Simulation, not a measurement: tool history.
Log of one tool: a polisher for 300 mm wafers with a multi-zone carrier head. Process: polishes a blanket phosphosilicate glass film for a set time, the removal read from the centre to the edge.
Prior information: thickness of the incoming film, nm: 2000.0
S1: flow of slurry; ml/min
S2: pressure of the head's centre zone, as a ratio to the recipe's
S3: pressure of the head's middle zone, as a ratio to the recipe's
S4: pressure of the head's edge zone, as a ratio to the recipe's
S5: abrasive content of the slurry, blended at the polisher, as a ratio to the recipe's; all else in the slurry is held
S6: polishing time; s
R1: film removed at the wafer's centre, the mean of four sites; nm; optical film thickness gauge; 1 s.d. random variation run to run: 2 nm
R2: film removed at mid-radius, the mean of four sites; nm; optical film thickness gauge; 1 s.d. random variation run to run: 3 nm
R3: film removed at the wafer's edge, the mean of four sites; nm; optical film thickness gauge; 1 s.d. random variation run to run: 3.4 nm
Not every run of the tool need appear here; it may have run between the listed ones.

run  hour   S1    S2  S3    S4   S5  S6      R1      R2      R3
  1     0  130     1   1     1    1  59  548.18  563.21  572.79
  2   7.6  125  0.98   1  0.97  0.9  59  515.62  533.97  545.46
  3  13.7  125  0.98   1  0.97  0.9  48     420   436.1  444.04
  4  17.2  125  0.94   1  0.97  0.9  48  404.62  430.03  448.31
  5  21.3  125  0.94   1  0.94  0.9  48  402.59  433.53     436
       28  -- slurry nozzle cleaned
  6    28  125  0.99   1  0.94  0.9  48  485.36  486.18   483.9

Run 7, settings as shown, results not yet in. Your forecast:
  7    33  125  0.98  1.02  0.94  0.9  48   ?   ?   ?

{"run 7": {"R1": 479.29, "R2": 503.47, "R3": 477.99}}
